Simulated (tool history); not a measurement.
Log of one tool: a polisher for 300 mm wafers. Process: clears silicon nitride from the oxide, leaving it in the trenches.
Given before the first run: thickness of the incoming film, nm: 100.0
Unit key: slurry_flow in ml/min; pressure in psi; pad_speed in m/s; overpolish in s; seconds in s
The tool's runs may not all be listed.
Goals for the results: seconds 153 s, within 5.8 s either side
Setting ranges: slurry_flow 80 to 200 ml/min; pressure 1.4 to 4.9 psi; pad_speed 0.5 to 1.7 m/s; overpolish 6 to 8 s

run  hour  slurry_flow  pressure  pad_speed  overpolish  seconds
  1     0          130       3.1        1.1           8   74.265
  2   4.1          130       3.1       1.36           8   60.817
  3     5          105       3.1       1.36           8   62.211
  4   8.6           90       3.1       1.36           8   64.641
  5    17           90       3.1       1.36           8   64.351
  6  22.5           90       2.8        1.3           8   74.665
  7  28.3           90       2.6       1.24           8   83.167
  8    33           90       2.4        1.2           8   93.376
  9  35.7           90       2.2       1.18           8   100.75
 10  44.1           90       2.1       1.16           8      108
 11  45.7           90         2       1.14           8   116.57
 12  50.5           90       1.9       1.14           8    121.1
 13  53.4           90       1.8       1.14           8   130.02
 14  57.5           90       1.7       1.14           8   135.05
 15  65.8           90       1.7       1.14           8   137.89
 16    69           90       1.6       1.14           8   142.62

5 next moves are on the table. One of them brings every result within its allowed miss. Which?
  A  72.2           80         2       0.96           7        ?
  B  72.2           95       1.9       1.02           8        ?
  C  72.2           85       1.7          1           6        ?
  D  72.2           95         2          1           8        ?
  E  72.2           80       1.9          1           6        ?

move  seconds
   A   141.82
   B   136.32
   C   157.42
   D   132.33
   E   143.16
A: misses by more than the last run did
B: misses by more than the last run did
C: every result lands within tolerance
D: misses by more than the last run did
E: closer than the last run, but not yet in spec
C meets every target.

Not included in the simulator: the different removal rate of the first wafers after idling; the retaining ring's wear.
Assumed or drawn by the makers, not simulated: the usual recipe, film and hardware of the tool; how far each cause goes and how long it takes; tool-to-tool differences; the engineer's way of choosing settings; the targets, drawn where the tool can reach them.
